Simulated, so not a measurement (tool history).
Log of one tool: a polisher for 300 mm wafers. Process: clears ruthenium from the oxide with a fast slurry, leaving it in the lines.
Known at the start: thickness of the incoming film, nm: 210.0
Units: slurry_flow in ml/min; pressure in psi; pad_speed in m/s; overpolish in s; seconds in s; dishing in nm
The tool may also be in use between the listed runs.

run 1 hour=0.0 | slurry_flow=225 pressure=1.7 pad_speed=0.78 slurry_solids=1.0 overpolish=15 | seconds=118.90 dishing=22.498
run 2 hour=3.0 | slurry_flow=225 pressure=1.7 pad_speed=0.68 slurry_solids=1.0 overpolish=15 | seconds=132.29 dishing=20.430
run 3 hour=3.5 | slurry_flow=225 pressure=1.4 pad_speed=0.68 slurry_solids=1.0 overpolish=15 | seconds=154.84 dishing=17.832
run 4 hour=7.5 | slurry_flow=230 pressure=1.5 pad_speed=0.68 slurry_solids=1.0 overpolish=14 | seconds=149.26 dishing=17.677
run 5 hour=11.0 | slurry_flow=230 pressure=1.6 pad_speed=0.68 slurry_solids=1.0 overpolish=13 | seconds=142.64 dishing=17.169
run 6 hour=18.0 | slurry_flow=230 pressure=1.7 pad_speed=0.68 slurry_solids=1.0 overpolish=12 | seconds=135.69 dishing=16.762
run 7 hour=23.2 | slurry_flow=230 pressure=1.8 pad_speed=0.68 slurry_solids=1.0 overpolish=12 | seconds=124.20 dishing=17.928

Run 8 comes next. What will it give?
-- hour=28.4 slurry blender recalibrated
run 8 hour=28.4 | slurry_flow=235 pressure=1.9 pad_speed=0.68 slurry_solids=1.0 overpolish=11 | seconds=? dishing=?

seconds: 110.54 s
dishing: 18.547 nm

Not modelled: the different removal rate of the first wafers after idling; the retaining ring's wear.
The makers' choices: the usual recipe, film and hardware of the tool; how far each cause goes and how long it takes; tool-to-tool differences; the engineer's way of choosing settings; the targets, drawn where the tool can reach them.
